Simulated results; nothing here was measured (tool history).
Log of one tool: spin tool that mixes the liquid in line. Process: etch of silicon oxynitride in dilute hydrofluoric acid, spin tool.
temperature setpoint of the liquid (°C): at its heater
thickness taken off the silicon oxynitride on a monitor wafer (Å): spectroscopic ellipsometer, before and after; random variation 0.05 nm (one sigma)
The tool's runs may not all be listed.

run    day  temperature setpoint of the liquid (°C)  parts of water to one part of 49 % hydrofluoric acid (parts by volume)  time under the liquid (s)  thickness taken off the silicon oxynitride on a monitor wafer (Å)
  1  0.000                                     22.0                                                                     150                        310                                                             51.677
  2  0.304                                     20.5                                                                     150                        310                                                             47.637
  3  0.383                                     22.0                                                                     150                        310                                                             51.789
  4  0.642                                     18.5                                                                     150                        310                                                             43.834
  5  0.804                                     18.5                                                                     150                        310                                                             44.077
  6  1.167                                     20.5                                                                     150                        310                                                             48.061
  7  1.492                                     22.0                                                                     150                        310                                                             52.192

The next listed run, before its measurement:
  8  1.650                                     22.5                                                                     150                        310                                                                  ?

{"run 8": {"thickness taken off the silicon oxynitride on a monitor wafer (Å)": 53.094}}

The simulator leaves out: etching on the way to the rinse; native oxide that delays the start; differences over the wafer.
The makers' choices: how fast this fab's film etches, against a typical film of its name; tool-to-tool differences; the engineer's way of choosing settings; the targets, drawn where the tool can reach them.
